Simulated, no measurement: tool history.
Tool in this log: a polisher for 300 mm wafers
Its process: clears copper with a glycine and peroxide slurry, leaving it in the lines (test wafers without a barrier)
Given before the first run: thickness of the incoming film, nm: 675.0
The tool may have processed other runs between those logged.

run    day  flow of slurry (ml/min)  pressure of the wafer on the pad (kPa)  speed of the pad under the wafer (m/s)  overpolish time after the end point (s)  time until the end point was called (s)  dishing of a wide line in a test structure (nm)
  1  0.000                      120                                    19.3                                    0.90                                       17                                  108.510                                           64.135
  2  0.229                      120                                    24.1                                    0.90                                       17                                   90.305                                           72.947
  3  0.512                      110                                    22.8                                    0.80                                       15                                  107.940                                           60.832
  4  0.658                      125                                    20.0                                    0.76                                       13                                  122.680                                           47.390
  5  0.892                      135                                    17.9                                    0.76                                       11                                  130.290                                           38.042
  6  1.233                      145                                    15.9                                    0.78                                       10                                  139.360                                           33.238
  7  1.492                      155                                    14.5                                    0.80                                        9                                  146.430                                           29.555
  8  1.554                      185                                     9.0                                    0.94                                        5                                  177.290                                           13.721

Predict the results of run 9:
  9  1.896                      185                                     9.7                                    0.96                                        5                                        ?                                                ?

time until the end point was called (s): 162.530
dishing of a wide line in a test structure (nm): 14.997
